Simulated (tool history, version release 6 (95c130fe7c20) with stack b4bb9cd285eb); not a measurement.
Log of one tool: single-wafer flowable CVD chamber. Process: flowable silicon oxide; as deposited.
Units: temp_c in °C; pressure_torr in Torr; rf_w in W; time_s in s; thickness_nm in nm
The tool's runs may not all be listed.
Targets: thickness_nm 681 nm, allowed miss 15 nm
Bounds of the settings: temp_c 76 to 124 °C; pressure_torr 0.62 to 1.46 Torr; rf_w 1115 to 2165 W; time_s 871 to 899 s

Run 1, hour 0: temp_c 100 °C, pressure_torr 1.04 Torr, rf_w 1640 W, time_s 871 s. Result: thickness_nm 784.62 nm.
Run 2, hour 2.8: temp_c 100 °C, pressure_torr 1.04 Torr, rf_w 1825 W, time_s 871 s. Result: thickness_nm 814.9 nm.
Run 3, hour 11.7: temp_c 100 °C, pressure_torr 1.04 Torr, rf_w 1980 W, time_s 871 s. Result: thickness_nm 828.02 nm.
Run 4, hour 15.3: temp_c 100 °C, pressure_torr 1.22 Torr, rf_w 1980 W, time_s 871 s. Result: thickness_nm 962.67 nm.
Run 5, hour 19.9: temp_c 94 °C, pressure_torr 1.22 Torr, rf_w 1980 W, time_s 871 s. Result: thickness_nm 1144.1 nm.
Run 6, hour 25.9: temp_c 94 °C, pressure_torr 1.22 Torr, rf_w 2130 W, time_s 871 s. Result: thickness_nm 1168.1 nm.
Run 7, hour 29.5: temp_c 96 °C, pressure_torr 1.22 Torr, rf_w 2130 W, time_s 871 s. Result: thickness_nm 1095.6 nm.
Run 8, hour 38.4: temp_c 98 °C, pressure_torr 1.22 Torr, rf_w 2130 W, time_s 871 s. Result: thickness_nm 1038.4 nm.
Run 9, hour 44.4: temp_c 100 °C, pressure_torr 1.22 Torr, rf_w 2130 W, time_s 871 s. Result: thickness_nm 977.22 nm.
Run 10, hour 52.5: temp_c 101 °C, pressure_torr 1.22 Torr, rf_w 2130 W, time_s 871 s. Result: thickness_nm 952.05 nm.
Run 11, hour 59.2: temp_c 102 °C, pressure_torr 1.22 Torr, rf_w 2130 W, time_s 871 s. Result: thickness_nm 922.5 nm.

Which of these 5 next moves meets every target?
Run A, hour 65.9: temp_c 100 °C, pressure_torr 1.27 Torr, rf_w 2165 W, time_s 899 s. Result: thickness_nm ?.
Run B, hour 65.9: temp_c 93 °C, pressure_torr 1.13 Torr, rf_w 2100 W, time_s 897 s. Result: thickness_nm ?.
Run C, hour 65.9: temp_c 110 °C, pressure_torr 0.92 Torr, rf_w 2155 W, time_s 871 s. Result: thickness_nm ?.
Run D, hour 65.9: temp_c 113 °C, pressure_torr 1.22 Torr, rf_w 2155 W, time_s 875 s. Result: thickness_nm ?.
Run E, hour 65.9: temp_c 112 °C, pressure_torr 1.03 Torr, rf_w 2080 W, time_s 871 s. Result: thickness_nm ?.

move  thickness_nm
   A        1054.9
   B        1147.3
   C        557.68
   D         676.2
   E         586.3
A: further off than the last run
B: further off than the last run
C: takes the result that was furthest off past its target
D: meets every target
E: takes the result that was furthest off past its target
The right move is D.
